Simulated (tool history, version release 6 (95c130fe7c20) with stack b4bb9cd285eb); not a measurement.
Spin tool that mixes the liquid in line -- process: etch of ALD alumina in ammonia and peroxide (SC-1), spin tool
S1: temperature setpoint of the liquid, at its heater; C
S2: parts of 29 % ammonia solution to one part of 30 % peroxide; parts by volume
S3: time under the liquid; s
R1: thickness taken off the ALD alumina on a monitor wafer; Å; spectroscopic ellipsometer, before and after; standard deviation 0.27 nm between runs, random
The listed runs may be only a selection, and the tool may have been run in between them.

run	hour	S1	S2	S3	R1
1	0.0	60.0	0.55	300	431.36
2	6.9	65.5	0.55	300	572.96
3	10.9	65.0	0.55	300	567.73
4	15.5	65.0	0.65	300	571.45
5	21.0	64.5	0.65	300	551.39
6	24.9	64.5	0.65	315	581.62
7	25.7	64.0	0.65	315	569.64

Run 8 comes next. What will it give?
8	31.7	63.5	0.65	315	?

R1: 559.96 Å

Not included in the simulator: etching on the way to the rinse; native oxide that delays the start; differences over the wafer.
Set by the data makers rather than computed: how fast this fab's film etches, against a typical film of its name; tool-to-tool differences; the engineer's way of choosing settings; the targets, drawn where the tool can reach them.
